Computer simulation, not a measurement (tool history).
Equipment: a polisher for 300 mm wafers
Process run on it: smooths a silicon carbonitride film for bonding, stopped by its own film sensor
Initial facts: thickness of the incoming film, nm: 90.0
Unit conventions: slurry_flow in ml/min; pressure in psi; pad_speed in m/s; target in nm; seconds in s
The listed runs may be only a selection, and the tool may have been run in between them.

run,day,slurry_flow,pressure,pad_speed,slurry_solids,target,seconds
1,0.000,175,1.9,0.88,1.00,71,71.481
2,0.188,175,1.6,0.74,0.95,71,101.910
3,0.462,175,1.4,0.68,0.95,71,123.950
4,0.583,175,1.3,0.64,0.95,71,137.310
5,0.842,175,1.3,0.64,1.10,71,125.050
6,0.946,175,1.8,0.64,1.10,71,95.415
7,1.100,175,1.5,0.58,1.10,71,123.030

For run 8, what comes out?
8,1.392,175,1.3,0.54,1.10,71,?

{"run 8": {"seconds": 148.99}}

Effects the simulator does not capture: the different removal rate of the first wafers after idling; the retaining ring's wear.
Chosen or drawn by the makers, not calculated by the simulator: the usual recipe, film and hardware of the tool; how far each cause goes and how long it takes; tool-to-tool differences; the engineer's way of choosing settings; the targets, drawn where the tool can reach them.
